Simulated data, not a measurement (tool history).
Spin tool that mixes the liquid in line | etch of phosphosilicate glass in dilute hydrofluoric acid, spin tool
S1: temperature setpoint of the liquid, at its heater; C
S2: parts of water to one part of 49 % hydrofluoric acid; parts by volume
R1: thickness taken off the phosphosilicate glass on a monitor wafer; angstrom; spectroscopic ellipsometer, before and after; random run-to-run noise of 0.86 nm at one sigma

Run 1, day 0.000: S1 25.0 C, S2 80 parts by volume, time under the liquid (s) 80. Result: R1 632.56 angstrom.
Run 2, day 0.288: S1 25.0 C, S2 60 parts by volume, time under the liquid (s) 80. Result: R1 883.46 angstrom.
Run 3, day 0.442: S1 25.0 C, S2 90 parts by volume, time under the liquid (s) 80. Result: R1 548.59 angstrom.
Run 4, day 0.717: S1 26.0 C, S2 85 parts by volume, time under the liquid (s) 80. Result: R1 625.35 angstrom.
Run 5, day 0.821: S1 27.0 C, S2 85 parts by volume, time under the liquid (s) 80. Result: R1 642.66 angstrom.
Run 6, day 1.183: S1 28.0 C, S2 85 parts by volume, time under the liquid (s) 80. Result: R1 662.88 angstrom.
Run 7, day 1.342: S1 28.5 C, S2 85 parts by volume, time under the liquid (s) 80. Result: R1 689.15 angstrom.
Run 8, day 1.558: S1 29.0 C, S2 85 parts by volume, time under the liquid (s) 80. Result: R1 695.08 angstrom.
Run 9, day 1.812: S1 29.5 C, S2 85 parts by volume, time under the liquid (s) 80. Result: R1 715.12 angstrom.
At day 1.854: thermometer replaced.
Run 10, day 1.854: S1 29.5 C, S2 85 parts by volume, time under the liquid (s) 80. Result: R1 740.30 angstrom.
Run 11, day 1.958: S1 30.0 C, S2 85 parts by volume, time under the liquid (s) 80. Result: R1 751.81 angstrom.
Run 12, day 2.229: S1 30.5 C, S2 85 parts by volume, time under the liquid (s) 80. Result: R1 766.17 angstrom.
Run 13, day 2.346: S1 31.0 C, S2 85 parts by volume, time under the liquid (s) 80. Result: R1 786.55 angstrom.

Run 14 is up next; what results do you expect?
Run 14, day 2.433: S1 31.5 C, S2 85 parts by volume, time under the liquid (s) 80. Result: R1 ?.

Run 14 gave R1 789.03 angstrom.
